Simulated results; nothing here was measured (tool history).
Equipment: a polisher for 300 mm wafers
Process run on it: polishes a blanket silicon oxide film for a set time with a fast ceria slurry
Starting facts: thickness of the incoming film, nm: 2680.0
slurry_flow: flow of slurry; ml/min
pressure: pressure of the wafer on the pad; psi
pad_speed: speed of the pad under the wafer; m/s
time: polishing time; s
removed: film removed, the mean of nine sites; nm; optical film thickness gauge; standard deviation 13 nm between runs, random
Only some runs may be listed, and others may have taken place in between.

| run | day | slurry_flow | pressure | pad_speed | time | removed |
|---|---|---|---|---|---|---|
| 1 | 0.000 | 305 | 1.8 | 1.14 | 99 | 1383.00 |
| 2 | 0.183 | 305 | 1.6 | 1.12 | 99 | 1187.60 |
| 3 | 0.458 | 305 | 1.5 | 1.12 | 99 | 1155.80 |
| 4 | 0.783 | 305 | 1.4 | 1.12 | 99 | 1081.20 |
| 5 | 0.929 | 305 | 1.3 | 1.12 | 99 | 970.03 |
| 6 | 1.242 | 305 | 1.3 | 1.12 | 104 | 1037.00 |

What does the tool deliver on the next run?
|  | 1.312 | head pressure recalibrated |
| 7 | 1.312 | 305 | 1.1 | 1.10 | 104 | ? |

removed: 815.25 nm

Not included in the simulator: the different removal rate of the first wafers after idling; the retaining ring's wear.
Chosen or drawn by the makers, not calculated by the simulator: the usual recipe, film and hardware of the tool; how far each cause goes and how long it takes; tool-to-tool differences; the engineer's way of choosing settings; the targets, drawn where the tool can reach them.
